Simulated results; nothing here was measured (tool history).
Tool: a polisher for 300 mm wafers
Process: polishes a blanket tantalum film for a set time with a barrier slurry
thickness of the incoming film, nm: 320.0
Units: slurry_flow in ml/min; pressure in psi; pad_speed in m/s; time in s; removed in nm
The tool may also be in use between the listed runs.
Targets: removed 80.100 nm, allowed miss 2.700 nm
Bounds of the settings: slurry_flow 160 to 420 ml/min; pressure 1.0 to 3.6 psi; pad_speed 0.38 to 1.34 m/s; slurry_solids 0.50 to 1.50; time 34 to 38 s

run	hour	slurry_flow	pressure	pad_speed	slurry_solids	time	removed
1	0.0	270	2.3	0.86	1.00	38	56.680
2	4.8	270	2.3	1.02	1.00	38	66.267
3	12.3	270	1.7	1.02	1.00	38	50.619
4	14.0	270	2.0	1.02	1.00	38	58.455
5	16.1	310	2.0	1.02	1.00	38	59.717
6	20.0	310	2.0	1.02	1.00	34	53.539
7	23.5	310	2.3	1.02	1.00	34	59.399
8	29.5	310	2.5	1.02	1.00	34	65.309
9	32.9	310	2.7	1.02	1.00	34	69.205
10	39.5	310	2.8	1.02	1.00	34	71.147

4 next moves are on the table. One of them brings every result within its allowed miss. Which?
A	46.1	325	3.1	0.98	1.10	35	?
B	46.1	345	2.8	1.04	1.00	34	?
C	46.1	325	2.6	1.02	1.15	36	?
D	46.1	270	2.7	0.94	1.15	38	?

move	removed
A	80.055
B	73.759
C	73.674
D	72.992
A: meets every target
B: nearer than the last run, and not there yet
C: nearer than the last run, and not there yet
D: nearer than the last run, and not there yet
Answer: A
